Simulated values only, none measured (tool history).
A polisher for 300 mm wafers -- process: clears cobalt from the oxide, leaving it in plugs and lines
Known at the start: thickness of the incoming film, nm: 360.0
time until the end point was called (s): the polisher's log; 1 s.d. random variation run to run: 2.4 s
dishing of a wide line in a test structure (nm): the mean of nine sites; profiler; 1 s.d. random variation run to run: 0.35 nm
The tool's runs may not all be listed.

run  hour  flow of slurry (ml/min)  pressure of the wafer on the pad (psi)  speed of the pad under the wafer (m/s)  overpolish time after the end point (s)  time until the end point was called (s)  dishing of a wide line in a test structure (nm)
  1     0                      285                                     1.5                                    0.76                                       26                                   141.72                                            39.72
  2   7.9                      285                                     1.5                                    0.62                                       26                                   167.38                                           37.616
  3  15.2                      285                                     1.8                                    0.62                                       26                                   148.78                                           38.507
  4  16.7                      285                                     1.8                                    0.62                                       34                                   150.44                                            44.99
  5  20.3                      270                                     1.9                                    0.58                                       28                                   155.23                                            40.18
  6  27.7                      310                                     1.8                                    0.58                                       24                                   156.19                                           35.255
  7  30.7                      320                                     1.8                                    0.58                                       21                                   155.73                                           33.743
  8  36.2                      320                                     1.8                                    0.58                                       21                                   153.94                                            33.29
  9  41.2                      330                                     1.8                                    0.58                                       18                                   148.68                                           29.681
     46.1  -- worn pad replaced by a new one
 10  46.1                      340                                     1.8                                    0.58                                       17                                   138.03                                           30.437
 11    47                      335                                     1.8                                    0.58                                       15                                   143.98                                           28.519
 12  52.5                      335                                     1.8                                    0.58                                       14                                   138.92                                            26.08

What will run 13 give?
 13    56                      330                                     1.8                                    0.58                                       14                                        ?                                                ?

time until the end point was called (s): 140.64
dishing of a wide line in a test structure (nm): 26.4

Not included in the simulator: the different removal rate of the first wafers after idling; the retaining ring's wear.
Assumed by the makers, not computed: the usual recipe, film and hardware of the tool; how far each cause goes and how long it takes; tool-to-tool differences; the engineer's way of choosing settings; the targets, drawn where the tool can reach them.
